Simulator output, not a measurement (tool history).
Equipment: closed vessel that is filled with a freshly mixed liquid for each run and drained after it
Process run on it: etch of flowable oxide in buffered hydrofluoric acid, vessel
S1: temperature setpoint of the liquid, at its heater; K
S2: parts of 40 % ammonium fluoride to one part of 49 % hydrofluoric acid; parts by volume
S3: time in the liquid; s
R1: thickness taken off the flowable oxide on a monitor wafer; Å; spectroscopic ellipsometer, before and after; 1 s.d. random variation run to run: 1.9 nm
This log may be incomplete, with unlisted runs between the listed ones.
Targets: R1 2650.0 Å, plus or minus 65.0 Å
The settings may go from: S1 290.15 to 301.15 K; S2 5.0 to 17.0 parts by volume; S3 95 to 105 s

run 1 hour=0.0 | S1=293.15 S2=10.5 S3=95 | R1=3465.3
run 2 hour=7.3 | S1=291.15 S2=10.5 S3=95 | R1=3094.9
run 3 hour=14.2 | S1=294.65 S2=10.5 S3=95 | R1=3792.1
run 4 hour=16.5 | S1=293.15 S2=11.0 S3=95 | R1=3339.4
-- hour=25.5 hydrofluoric acid flow meter replaced
run 5 hour=25.5 | S1=293.15 S2=11.0 S3=105 | R1=3944.8
run 6 hour=29.6 | S1=292.15 S2=12.0 S3=105 | R1=3401.2
run 7 hour=35.1 | S1=291.65 S2=12.5 S3=105 | R1=3178.9
run 8 hour=42.3 | S1=291.15 S2=13.0 S3=105 | R1=2988.7

Of the 4 settings listed for the next run, only one would bring every result within its allowed miss of target. Which one?
run A hour=49.5 | S1=290.65 S2=13.0 S3=100 | R1=?
run B hour=49.5 | S1=294.15 S2=15.0 S3=100 | R1=?
run C hour=49.5 | S1=291.15 S2=14.0 S3=105 | R1=?
run D hour=49.5 | S1=292.15 S2=15.5 S3=105 | R1=?

move=A R1=2794.4
move=B R1=2957.1
move=C R1=2806.9
move=D R1=2687.4
A: nearer than the last run, and not there yet
B: nearer than the last run, and not there yet
C: nearer than the last run, and not there yet
D: all results land within tolerance of their targets
D is the move that brings every result within its allowed miss.

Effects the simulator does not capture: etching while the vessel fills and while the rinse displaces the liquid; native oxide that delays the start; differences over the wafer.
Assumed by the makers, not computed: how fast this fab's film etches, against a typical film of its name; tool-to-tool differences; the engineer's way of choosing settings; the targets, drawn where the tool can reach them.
